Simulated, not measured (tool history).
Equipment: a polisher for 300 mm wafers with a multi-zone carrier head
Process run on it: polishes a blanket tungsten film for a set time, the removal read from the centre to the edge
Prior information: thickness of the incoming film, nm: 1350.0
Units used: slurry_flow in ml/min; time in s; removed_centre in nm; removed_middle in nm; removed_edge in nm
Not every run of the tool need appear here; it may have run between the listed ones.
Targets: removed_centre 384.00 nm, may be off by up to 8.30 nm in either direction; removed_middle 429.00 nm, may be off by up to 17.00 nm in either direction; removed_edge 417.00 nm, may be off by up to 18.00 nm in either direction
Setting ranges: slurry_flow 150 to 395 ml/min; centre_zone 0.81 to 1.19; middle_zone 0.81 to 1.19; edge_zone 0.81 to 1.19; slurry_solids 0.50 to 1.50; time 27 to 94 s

run  hour  slurry_flow  centre_zone  middle_zone  edge_zone  slurry_solids  time  removed_centre  removed_middle  removed_edge
  1   0.0          250         1.00         1.00       1.00           1.00    60          263.51          268.01        269.97
  2   7.7          250         1.00         1.00       0.97           1.00    60          263.11          270.73        263.28
  3   8.6          225         1.00         1.00       0.97           1.00    60          261.90          272.10        262.15
  4  15.9          225         1.00         1.00       0.97           0.80    60          251.70          252.36        247.77
  5  18.1          190         1.00         1.00       0.97           0.80    60          242.00          251.47        244.37
  6  22.4          190         1.00         1.00       0.97           0.95    60          255.93          263.69        252.00
  7  23.8          220         1.02         1.05       1.04           1.15    64          295.11          304.60        301.21
  8  27.9          235         1.02         1.09       1.07           1.25    67          319.34          333.18        324.83
  9  30.0          240         1.01         1.11       1.10           1.35    70          339.15          364.74        358.47
 10  33.0          255         1.01         1.13       1.12           1.40    71          346.79          390.77        366.23
 11  38.1          250         1.01         1.10       1.19           1.50    77          382.68          415.02        411.42

Consider the 4 candidate settings below. Which is the only one whose results all fall within their allowed miss of target?
  A  43.2          235         0.97         1.01       1.19           1.50    80               ?               ?             ?
  B  43.2          285         1.01         1.17       1.19           1.50    76               ?               ?             ?
  C  43.2          185         0.93         1.06       1.19           1.25    90               ?               ?             ?
  D  43.2          230         1.01         0.99       1.19           1.50    82               ?               ?             ?

move  removed_centre  removed_middle  removed_edge
   A          382.03          404.80        430.80
   B          383.09          434.92        413.41
   C          385.93          440.37        454.73
   D          404.91          408.21        441.06
A: its largest miss is bigger than the last run's
B: all results in spec
C: corrects the largest miss of the last run, while another result sits out of spec
D: its largest miss is bigger than the last run's
Go with B: it meets all targets.
